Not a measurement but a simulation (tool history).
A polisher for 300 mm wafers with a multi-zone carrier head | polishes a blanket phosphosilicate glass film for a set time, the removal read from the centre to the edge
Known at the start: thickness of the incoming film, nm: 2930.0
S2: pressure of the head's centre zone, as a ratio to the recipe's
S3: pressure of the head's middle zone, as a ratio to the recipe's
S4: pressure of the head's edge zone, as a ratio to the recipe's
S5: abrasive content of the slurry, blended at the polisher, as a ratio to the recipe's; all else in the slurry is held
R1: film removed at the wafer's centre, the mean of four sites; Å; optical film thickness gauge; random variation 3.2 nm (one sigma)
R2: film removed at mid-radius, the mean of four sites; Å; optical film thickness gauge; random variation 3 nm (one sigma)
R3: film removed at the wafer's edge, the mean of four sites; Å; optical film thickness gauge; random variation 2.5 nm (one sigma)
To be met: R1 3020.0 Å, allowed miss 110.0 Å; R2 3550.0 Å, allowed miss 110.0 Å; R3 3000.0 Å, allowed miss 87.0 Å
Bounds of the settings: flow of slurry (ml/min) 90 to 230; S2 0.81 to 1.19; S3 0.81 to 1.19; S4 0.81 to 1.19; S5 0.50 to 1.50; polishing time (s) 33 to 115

run 1 hour=0.0 | flow_of_slurry_(ml/min)=150 S2=1.00 S3=1.00 S4=1.00 S5=1.00 polishing_time_(s)=73 | R1=3818.4 R2=3787.9 R3=3785.1
run 2 hour=8.6 | flow_of_slurry_(ml/min)=150 S2=1.00 S3=1.00 S4=1.00 S5=1.00 polishing_time_(s)=87 | R1=4621.1 R2=4423.1 R3=4501.0
run 3 hour=12.1 | flow_of_slurry_(ml/min)=150 S2=0.98 S3=1.03 S4=0.96 S5=0.85 polishing_time_(s)=85 | R1=4040.2 R2=4135.4 R3=3985.2
run 4 hour=18.9 | flow_of_slurry_(ml/min)=145 S2=0.97 S3=1.05 S4=0.93 S5=0.75 polishing_time_(s)=85 | R1=3612.6 R2=3763.4 R3=3553.4
run 5 hour=25.0 | flow_of_slurry_(ml/min)=175 S2=0.97 S3=1.05 S4=0.93 S5=0.75 polishing_time_(s)=85 | R1=3645.9 R2=3930.2 R3=3621.8
run 6 hour=25.7 | flow_of_slurry_(ml/min)=175 S2=0.97 S3=1.05 S4=0.93 S5=0.75 polishing_time_(s)=94 | R1=4094.3 R2=4293.6 R3=3981.1
run 7 hour=29.1 | flow_of_slurry_(ml/min)=135 S2=0.91 S3=1.10 S4=0.83 S5=0.50 polishing_time_(s)=86 | R1=2343.8 R2=2769.8 R3=2367.4
run 8 hour=32.7 | flow_of_slurry_(ml/min)=155 S2=0.92 S3=1.11 S4=0.86 S5=0.50 polishing_time_(s)=86 | R1=2376.9 R2=2846.5 R3=2430.4
run 9 hour=34.5 | flow_of_slurry_(ml/min)=165 S2=0.95 S3=1.13 S4=0.90 S5=0.50 polishing_time_(s)=86 | R1=2539.2 R2=2913.7 R3=2480.1
run 10 hour=42.2 | flow_of_slurry_(ml/min)=180 S2=0.95 S3=1.13 S4=0.91 S5=0.55 polishing_time_(s)=86 | R1=2829.3 R2=3267.2 R3=2779.1
run 11 hour=50.1 | flow_of_slurry_(ml/min)=190 S2=0.95 S3=1.13 S4=0.91 S5=0.55 polishing_time_(s)=86 | R1=2840.6 R2=3270.7 R3=2800.5
run 12 hour=54.3 | flow_of_slurry_(ml/min)=200 S2=0.95 S3=1.14 S4=0.92 S5=0.55 polishing_time_(s)=86 | R1=2842.4 R2=3290.5 R3=2836.3
run 13 hour=57.5 | flow_of_slurry_(ml/min)=205 S2=0.95 S3=1.15 S4=0.93 S5=0.55 polishing_time_(s)=86 | R1=2833.4 R2=3313.1 R3=2837.8
run 14 hour=64.7 | flow_of_slurry_(ml/min)=210 S2=0.95 S3=1.16 S4=0.93 S5=0.55 polishing_time_(s)=86 | R1=2911.3 R2=3409.5 R3=2849.4
run 15 hour=68.8 | flow_of_slurry_(ml/min)=210 S2=0.95 S3=1.16 S4=0.93 S5=0.55 polishing_time_(s)=86 | R1=2876.4 R2=3382.9 R3=2909.2
run 16 hour=70.6 | flow_of_slurry_(ml/min)=215 S2=0.96 S3=1.17 S4=0.93 S5=0.55 polishing_time_(s)=86 | R1=2887.9 R2=3440.0 R3=2863.2
run 17 hour=79.3 | flow_of_slurry_(ml/min)=220 S2=0.96 S3=1.17 S4=0.94 S5=0.55 polishing_time_(s)=86 | R1=2923.9 R2=3426.1 R3=2890.2
run 18 hour=84.1 | flow_of_slurry_(ml/min)=220 S2=0.96 S3=1.17 S4=0.95 S5=0.55 polishing_time_(s)=86 | R1=2889.0 R2=3433.0 R3=2890.2
run 19 hour=92.4 | flow_of_slurry_(ml/min)=220 S2=0.96 S3=1.17 S4=0.95 S5=0.55 polishing_time_(s)=86 | R1=2866.9 R2=3475.2 R3=2888.3

5 next moves are on the table. One of them brings every result within its allowed miss. Which?
run A hour=100.7 | flow_of_slurry_(ml/min)=205 S2=0.94 S3=1.13 S4=0.89 S5=0.50 polishing_time_(s)=102 | R1=? R2=? R3=?
run B hour=100.7 | flow_of_slurry_(ml/min)=215 S2=0.96 S3=1.19 S4=1.00 S5=0.50 polishing_time_(s)=92 | R1=? R2=? R3=?
run C hour=100.7 | flow_of_slurry_(ml/min)=220 S2=0.90 S3=1.05 S4=0.94 S5=0.60 polishing_time_(s)=83 | R1=? R2=? R3=?
run D hour=100.7 | flow_of_slurry_(ml/min)=220 S2=0.92 S3=1.19 S4=1.00 S5=0.60 polishing_time_(s)=77 | R1=? R2=? R3=?
run E hour=100.7 | flow_of_slurry_(ml/min)=230 S2=0.94 S3=1.15 S4=0.96 S5=0.50 polishing_time_(s)=91 | R1=? R2=? R3=?

move=A R1=3063.6 R2=3547.5 R3=2984.5
move=B R1=2838.2 R2=3361.6 R3=2851.4
move=C R1=2873.1 R2=3260.6 R3=2992.5
move=D R1=2726.4 R2=3367.3 R3=2853.8
move=E R1=2770.3 R2=3251.3 R3=2781.5
A: meets every target
B: further off than the last run
C: further off than the last run
D: further off than the last run
E: further off than the last run
Answer: A

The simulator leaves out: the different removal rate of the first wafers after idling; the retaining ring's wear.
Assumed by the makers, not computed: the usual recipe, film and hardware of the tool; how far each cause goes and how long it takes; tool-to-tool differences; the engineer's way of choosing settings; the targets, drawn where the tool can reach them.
